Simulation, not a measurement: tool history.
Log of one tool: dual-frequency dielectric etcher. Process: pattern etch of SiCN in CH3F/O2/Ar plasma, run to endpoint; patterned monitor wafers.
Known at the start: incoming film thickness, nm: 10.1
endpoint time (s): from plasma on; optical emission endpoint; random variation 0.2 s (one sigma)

{"run": 1, "day": 0.0, "source power (kW)": 0.3, "bias power (kW)": 0.084, "endpoint time (s)": 32.229}
{"run": 2, "day": 0.062, "source power (kW)": 0.35, "bias power (kW)": 0.084, "endpoint time (s)": 30.519}
{"run": 3, "day": 0.321, "source power (kW)": 0.39, "bias power (kW)": 0.084, "endpoint time (s)": 29.593}
{"run": 4, "day": 0.454, "source power (kW)": 0.42, "bias power (kW)": 0.084, "endpoint time (s)": 28.543}
{"run": 5, "day": 0.721, "source power (kW)": 0.37, "bias power (kW)": 0.081, "endpoint time (s)": 30.194}
{"run": 6, "day": 1.029, "source power (kW)": 0.4, "bias power (kW)": 0.081, "endpoint time (s)": 29.347}
{"run": 7, "day": 1.2, "source power (kW)": 0.4, "bias power (kW)": 0.081, "endpoint time (s)": 29.436}

Forecast run 8:
{"run": 8, "day": 1.508, "source power (kW)": 0.36, "bias power (kW)": 0.078, "endpoint time (s)": "?"}

Run 8 gave endpoint time (s) 31.192.
